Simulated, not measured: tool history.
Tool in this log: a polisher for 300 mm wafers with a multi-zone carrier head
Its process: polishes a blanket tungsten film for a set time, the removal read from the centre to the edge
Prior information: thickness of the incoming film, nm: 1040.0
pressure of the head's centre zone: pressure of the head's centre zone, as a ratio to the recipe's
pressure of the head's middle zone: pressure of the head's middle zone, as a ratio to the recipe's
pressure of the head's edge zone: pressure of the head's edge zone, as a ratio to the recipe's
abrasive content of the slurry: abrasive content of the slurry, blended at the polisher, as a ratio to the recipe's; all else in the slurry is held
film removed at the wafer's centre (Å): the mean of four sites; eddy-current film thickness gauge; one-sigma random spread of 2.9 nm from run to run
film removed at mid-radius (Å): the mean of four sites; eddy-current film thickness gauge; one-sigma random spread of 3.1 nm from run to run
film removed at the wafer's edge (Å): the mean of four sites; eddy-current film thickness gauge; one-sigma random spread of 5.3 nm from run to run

run	hour	flow of slurry (ml/min)	pressure of the head's centre zone	pressure of the head's middle zone	pressure of the head's edge zone	abrasive content of the slurry	polishing time (s)	film removed at the wafer's centre (Å)	film removed at mid-radius (Å)	film removed at the wafer's edge (Å)
1	0	275	1	1	1	1	71	3296	3318.5	3302.8
2	3.3	290	1.02	1.05	1.05	1.15	71	3480	3570.3	3584.6
3	10.8	290	0.97	1.05	1.05	1.15	71	3263	3545.9	3411
4	17	245	0.97	1.05	1.05	1.15	71	3255.3	3535.5	3459
5	18.5	245	1	1.09	1.05	1.25	72	3424.7	3787.2	3615.8
6	27.2	220	1	1.09	1.05	1.25	72	3400.8	3664.7	3551
7	33.5	255	1.03	1.12	1.06	1.3	72	3607.9	3911.8	3617.7
8	38.2	265	1.04	1.13	1.09	1.35	73	3744.4	4024.7	3826.6

Run 9 comes next. What will it give?
9	40.8	285	1.05	1.15	1.11	1.4	73	?	?	?

film removed at the wafer's centre (Å): 3852.8
film removed at mid-radius (Å): 4177.9
film removed at the wafer's edge (Å): 3817.8
